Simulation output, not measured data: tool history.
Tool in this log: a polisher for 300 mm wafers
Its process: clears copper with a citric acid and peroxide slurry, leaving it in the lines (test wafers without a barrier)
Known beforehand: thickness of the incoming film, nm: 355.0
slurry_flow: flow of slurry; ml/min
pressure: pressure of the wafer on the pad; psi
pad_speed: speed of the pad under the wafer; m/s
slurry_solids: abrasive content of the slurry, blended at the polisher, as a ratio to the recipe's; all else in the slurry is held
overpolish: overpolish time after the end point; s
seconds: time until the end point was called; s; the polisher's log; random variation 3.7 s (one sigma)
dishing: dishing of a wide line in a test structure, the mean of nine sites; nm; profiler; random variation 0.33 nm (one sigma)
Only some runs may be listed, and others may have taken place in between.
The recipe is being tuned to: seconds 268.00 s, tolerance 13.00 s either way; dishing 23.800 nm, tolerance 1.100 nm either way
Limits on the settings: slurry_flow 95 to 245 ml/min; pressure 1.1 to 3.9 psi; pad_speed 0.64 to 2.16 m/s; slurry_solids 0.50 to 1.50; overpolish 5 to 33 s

run  hour  slurry_flow  pressure  pad_speed  slurry_solids  overpolish  seconds  dishing
  1   0.0          155       2.5       1.40           1.00          17   174.03   24.074
  2   3.6          195       2.5       1.40           1.00          17   169.28   24.612
  3   8.6          195       2.8       1.40           1.00          17   155.26   25.697
  4   9.5          195       2.4       1.40           1.00          17   175.42   23.032
  5  14.7          195       2.2       1.40           1.00          17   194.63   21.734
  6  16.2          155       2.2       1.40           1.00          17   199.71   21.357
  7  22.1          155       2.0       1.38           1.00          19   220.43   21.224
  8  24.3          155       1.9       1.38           1.00          21   234.51   22.174
  9  25.2          155       1.8       1.38           1.00          22   245.54   22.289
 10  33.9          155       1.8       1.38           1.00          22   244.05   22.296
 11  41.8          155       1.8       1.38           1.00          22   240.83   21.933
 12  50.3          155       1.7       1.38           1.00          23   262.00   21.607

4 next moves are on the table. One of them brings every result within its allowed miss. Which?
  A  58.8          160       1.7       1.30           1.10          27        ?        ?
  B  58.8          195       1.7       1.28           1.00          19        ?        ?
  C  58.8          160       1.4       1.64           0.85          21        ?        ?
  D  58.8          150       1.7       1.44           1.00          20        ?        ?

move  seconds  dishing
   A   270.85   24.097
   B   273.54   18.263
   C   281.91   19.054
   D   255.37   20.076
A: every result lands within tolerance
B: its largest miss is bigger than the last run's
C: its largest miss is bigger than the last run's
D: its largest miss is bigger than the last run's
Answer: A
